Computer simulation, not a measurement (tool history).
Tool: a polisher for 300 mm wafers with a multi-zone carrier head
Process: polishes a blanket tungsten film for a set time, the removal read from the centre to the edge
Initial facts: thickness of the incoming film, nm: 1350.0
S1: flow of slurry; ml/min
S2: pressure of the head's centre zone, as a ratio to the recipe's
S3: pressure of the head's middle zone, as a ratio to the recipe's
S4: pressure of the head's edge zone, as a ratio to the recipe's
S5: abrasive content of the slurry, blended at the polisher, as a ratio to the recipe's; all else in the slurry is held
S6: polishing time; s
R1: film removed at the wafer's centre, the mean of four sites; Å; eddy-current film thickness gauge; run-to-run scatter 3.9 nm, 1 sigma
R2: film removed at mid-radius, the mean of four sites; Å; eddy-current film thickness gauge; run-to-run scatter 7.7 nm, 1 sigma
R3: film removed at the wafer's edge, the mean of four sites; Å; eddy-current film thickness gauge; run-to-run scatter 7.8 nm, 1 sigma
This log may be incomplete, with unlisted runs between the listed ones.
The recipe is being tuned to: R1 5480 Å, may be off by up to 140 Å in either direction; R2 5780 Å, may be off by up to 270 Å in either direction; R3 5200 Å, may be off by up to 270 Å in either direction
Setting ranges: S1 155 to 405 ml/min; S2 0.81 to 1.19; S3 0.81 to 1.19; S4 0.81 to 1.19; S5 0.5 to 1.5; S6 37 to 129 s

run	hour	S1	S2	S3	S4	S5	S6	R1	R2	R3
1	0	260	1	1	1	1	83	4038.3	3810.4	3813.2
2	4.9	265	1.01	1.05	1.03	1.15	86	4293	4425.5	4180.5
3	9.3	265	0.96	1.05	1.03	1.15	86	4136.7	4365.9	4117.3
4	16.1	275	1.02	1.07	1.06	1.25	87	4560	4623	4370
5	19.4	275	1.04	1.1	1.08	1.3	89	4725.2	4832.7	4532.5
6	21.7	285	1.05	1.12	1.09	1.35	91	4983.1	5070.2	4710.2
7	24.8	285	1.05	1.12	1.09	1.35	91	4998.6	5110.6	4725.8
8	29.2	295	1.05	1.14	1.1	1.4	92	5042	5347	4954
9	31.1	305	1.07	1.15	1.1	1.45	92	5190.7	5381.4	4966.4
10	35.6	305	1.08	1.16	1.1	1.45	93	5319.8	5453.3	4956.2

Next run, 4 choices. One meets every target within its allowed miss, the rest don't. Which?
A	40.1	275	0.92	1.19	1.15	1.5	104	?	?	?
B	40.1	305	0.93	1.19	1.1	1.5	109	?	?	?
C	40.1	340	1.06	1.16	1.07	1.5	96	?	?	?
D	40.1	350	0.96	1.09	1.19	1.3	104	?	?	?

move	R1	R2	R3
A	5013.5	6085.7	5724.9
B	5358.9	6429	5900.8
C	5431	5578.9	5158.5
D	5161	5556.6	5724
A: takes the result that was furthest off past its target
B: takes the result that was furthest off past its target
C: hits every target within its allowed miss
D: gets the furthest-off result to its target, but another result is out of tolerance
So the answer is move C, the one that meets all the targets.
